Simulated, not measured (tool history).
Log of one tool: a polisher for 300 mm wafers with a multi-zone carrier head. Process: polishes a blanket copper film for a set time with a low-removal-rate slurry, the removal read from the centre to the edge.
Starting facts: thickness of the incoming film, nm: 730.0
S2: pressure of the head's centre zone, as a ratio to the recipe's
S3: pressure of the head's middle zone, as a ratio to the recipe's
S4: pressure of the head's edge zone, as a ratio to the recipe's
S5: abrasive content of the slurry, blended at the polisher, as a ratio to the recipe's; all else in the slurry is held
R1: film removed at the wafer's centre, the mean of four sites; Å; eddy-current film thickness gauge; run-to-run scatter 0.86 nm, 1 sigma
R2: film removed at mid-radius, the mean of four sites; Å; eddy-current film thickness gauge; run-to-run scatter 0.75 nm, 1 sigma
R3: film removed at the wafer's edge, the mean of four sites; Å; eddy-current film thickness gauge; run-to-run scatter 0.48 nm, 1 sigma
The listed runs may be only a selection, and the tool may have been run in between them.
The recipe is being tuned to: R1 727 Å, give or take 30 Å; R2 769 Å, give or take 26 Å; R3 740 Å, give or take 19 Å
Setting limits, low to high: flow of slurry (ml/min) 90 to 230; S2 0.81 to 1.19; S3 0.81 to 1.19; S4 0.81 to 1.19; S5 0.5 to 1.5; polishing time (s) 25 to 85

run 1 day=0 | flow_of_slurry_(ml/min)=150 S2=1 S3=1 S4=1 S5=1 polishing_time_(s)=55 | R1=1389.4 R2=1434.4 R3=1412.2
run 2 day=0.362 | flow_of_slurry_(ml/min)=145 S2=0.99 S3=0.99 S4=0.96 S5=0.9 polishing_time_(s)=49 | R1=1224.5 R2=1239.5 R3=1181.3
run 3 day=0.725 | flow_of_slurry_(ml/min)=145 S2=0.94 S3=0.99 S4=0.96 S5=0.9 polishing_time_(s)=49 | R1=1140.6 R2=1224.4 R3=1196.6
run 4 day=0.921 | flow_of_slurry_(ml/min)=145 S2=0.94 S3=0.99 S4=0.96 S5=0.9 polishing_time_(s)=62 | R1=1436.1 R2=1547.3 R3=1507.8
run 5 day=0.996 | flow_of_slurry_(ml/min)=145 S2=0.94 S3=0.92 S4=0.96 S5=0.9 polishing_time_(s)=62 | R1=1422 R2=1431.9 R3=1510.7
run 6 day=1.225 | flow_of_slurry_(ml/min)=110 S2=0.94 S3=0.92 S4=0.96 S5=0.9 polishing_time_(s)=62 | R1=1405.7 R2=1410.9 R3=1454.4
run 7 day=1.512 | flow_of_slurry_(ml/min)=105 S2=0.92 S3=0.92 S4=0.93 S5=0.8 polishing_time_(s)=55 | R1=1164.2 R2=1198.4 R3=1239.5
run 8 day=1.829 | flow_of_slurry_(ml/min)=100 S2=0.92 S3=0.93 S4=0.91 S5=0.75 polishing_time_(s)=49 | R1=999.59 R2=1038.9 R3=1084.5
run 9 day=1.95 | flow_of_slurry_(ml/min)=100 S2=0.93 S3=0.95 S4=0.89 S5=0.7 polishing_time_(s)=45 | R1=948.4 R2=993.9 R3=968.14
run 10 day=2.1 | flow_of_slurry_(ml/min)=100 S2=0.93 S3=0.95 S4=0.89 S5=0.7 polishing_time_(s)=45 | R1=927.68 R2=977.19 R3=958.88
run 11 day=2.462 | flow_of_slurry_(ml/min)=100 S2=0.93 S3=0.95 S4=0.87 S5=0.65 polishing_time_(s)=43 | R1=891.06 R2=904.21 R3=900.43
run 12 day=2.558 | flow_of_slurry_(ml/min)=105 S2=0.87 S3=1.01 S4=0.82 S5=0.5 polishing_time_(s)=34 | R1=623.87 R2=729.57 R3=652.78
run 13 day=2.858 | flow_of_slurry_(ml/min)=115 S2=0.88 S3=1 S4=0.84 S5=0.5 polishing_time_(s)=34 | R1=617.09 R2=728.66 R3=670.99

Exercise: of the 5 proposed moves below, exactly one satisfies all targets within the stated allowed misses. Which move is it?
run A day=3.158 | flow_of_slurry_(ml/min)=105 S2=0.85 S3=1.18 S4=0.85 S5=0.55 polishing_time_(s)=31 | R1=? R2=? R3=?
run B day=3.158 | flow_of_slurry_(ml/min)=120 S2=0.93 S3=0.99 S4=0.82 S5=0.55 polishing_time_(s)=39 | R1=? R2=? R3=?
run C day=3.158 | flow_of_slurry_(ml/min)=125 S2=0.83 S3=0.88 S4=0.95 S5=0.5 polishing_time_(s)=38 | R1=? R2=? R3=?
run D day=3.158 | flow_of_slurry_(ml/min)=90 S2=0.99 S3=1.02 S4=0.83 S5=0.55 polishing_time_(s)=38 | R1=? R2=? R3=?
run E day=3.158 | flow_of_slurry_(ml/min)=135 S2=0.94 S3=0.98 S4=0.91 S5=0.5 polishing_time_(s)=36 | R1=? R2=? R3=?

move=A R1=552.39 R2=772.15 R3=623.98
move=B R1=777.3 R2=852.63 R3=785.47
move=C R1=665.15 R2=741.94 R3=805.8
move=D R1=767.68 R2=815.33 R3=746.13
move=E R1=723.87 R2=777.01 R3=753.1
A: moves away from the targets compared with the last run
B: moves the result that the last run missed by most past its target, out the other side
C: nearer the targets than the last run, but a result is still out of spec
D: moves the result that the last run missed by most past its target, out the other side
E: all results in spec
Answer: E

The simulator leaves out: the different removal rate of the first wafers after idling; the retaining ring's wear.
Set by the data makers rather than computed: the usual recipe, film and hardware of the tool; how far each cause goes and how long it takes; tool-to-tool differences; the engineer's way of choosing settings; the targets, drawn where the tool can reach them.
